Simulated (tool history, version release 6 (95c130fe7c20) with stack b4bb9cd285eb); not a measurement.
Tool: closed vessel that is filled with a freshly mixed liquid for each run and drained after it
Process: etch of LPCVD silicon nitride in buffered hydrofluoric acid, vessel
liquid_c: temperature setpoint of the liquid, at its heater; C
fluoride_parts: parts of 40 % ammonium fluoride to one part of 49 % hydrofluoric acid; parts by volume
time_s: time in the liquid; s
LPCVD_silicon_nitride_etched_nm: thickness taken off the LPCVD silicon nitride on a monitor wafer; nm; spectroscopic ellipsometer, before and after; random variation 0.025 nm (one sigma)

run  hour  liquid_c  fluoride_parts  time_s  LPCVD_silicon_nitride_etched_nm
  1     0        25              13     575                           7.0481
  2   0.9      23.5              13     575                           6.5606
  3   8.9        26              13     575                           7.5128
  4  16.3        26              13     620                           8.0586
  5  17.4        26              15     620                            7.035
  6  20.9        28              15     620                           7.7801
  7  25.4      25.5              15     620                           6.7537
  8  31.8      21.5              15     620                           5.4735

Forecast run 9:
  9  34.1        21              15     620                                ?

LPCVD_silicon_nitride_etched_nm: 5.3168 nm
